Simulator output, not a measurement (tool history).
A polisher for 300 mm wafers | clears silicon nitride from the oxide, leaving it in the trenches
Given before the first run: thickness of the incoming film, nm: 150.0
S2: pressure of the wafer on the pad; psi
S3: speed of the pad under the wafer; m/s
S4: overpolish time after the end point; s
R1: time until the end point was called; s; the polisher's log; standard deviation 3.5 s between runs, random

run 1 hour=0 | flow_of_slurry_(ml/min)=245 S2=2.9 S3=1.28 S4=5 | R1=102.77
run 2 hour=7 | flow_of_slurry_(ml/min)=245 S2=2.9 S3=1.28 S4=5 | R1=106.62
run 3 hour=14.8 | flow_of_slurry_(ml/min)=245 S2=2.7 S3=1.24 S4=5 | R1=116.86
run 4 hour=18.4 | flow_of_slurry_(ml/min)=245 S2=2.5 S3=1.2 S4=5 | R1=130.61
run 5 hour=22.1 | flow_of_slurry_(ml/min)=205 S2=2.5 S3=1.2 S4=5 | R1=133.2
run 6 hour=29.8 | flow_of_slurry_(ml/min)=205 S2=2.5 S3=1.08 S4=5 | R1=147.84
run 7 hour=36.7 | flow_of_slurry_(ml/min)=205 S2=2.3 S3=1.08 S4=5 | R1=155.96

Estimate the outcome of run 8 from the log above:
run 8 hour=42.6 | flow_of_slurry_(ml/min)=205 S2=2.2 S3=1.06 S4=5 | R1=?

{"run 8": {"R1": 168}}
